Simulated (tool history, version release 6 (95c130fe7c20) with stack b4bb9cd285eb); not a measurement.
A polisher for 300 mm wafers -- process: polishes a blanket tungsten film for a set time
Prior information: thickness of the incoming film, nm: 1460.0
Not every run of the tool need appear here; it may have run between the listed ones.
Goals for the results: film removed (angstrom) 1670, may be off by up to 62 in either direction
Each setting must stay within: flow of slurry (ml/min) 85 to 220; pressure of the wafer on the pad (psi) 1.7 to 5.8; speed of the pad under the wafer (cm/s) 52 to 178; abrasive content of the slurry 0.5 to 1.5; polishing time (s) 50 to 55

run,hour,flow of slurry (ml/min),pressure of the wafer on the pad (psi),speed of the pad under the wafer (cm/s),abrasive content of the slurry,polishing time (s),film removed (angstrom)
1,0,140,3.7,114,1,55,3162.7
2,2.2,135,3.1,112,1,55,2658.4
3,5.1,130,2.7,108,1,55,2222
4,11.7,130,2.7,130,1,55,2637.2
5,14.3,125,2.4,124,1,55,2239
6,19.1,125,3.3,124,1,55,3041.5
7,24.2,125,2.8,120,1,55,2512.4
8,30.6,125,2.5,118,1,55,2214.5
9,33.7,115,1.7,116,1,55,1475.8
10,34.4,125,1.7,116,1,55,1540.5
11,38.3,130,1.7,116,1,55,1556.2
12,41.8,135,1.7,116,1,55,1529.2

Which one of the following 4 next-run settings gets every result inside its allowed miss? There is exactly one.
A,45.3,140,1.8,106,1.25,55,?
B,45.3,190,1.8,124,1.05,51,?
C,45.3,110,1.9,100,1.35,55,?
D,45.3,140,3.2,82,0.9,50,?

move,film removed (angstrom)
A,1568.6
B,1691.6
C,1531
D,1831.8
A: gains on the last run, yet a result remains outside its allowed miss
B: hits every target within its allowed miss
C: neither nearer nor further off than the last run
D: the result that was furthest off in the last run now lies on the other side of its target
Answer: B
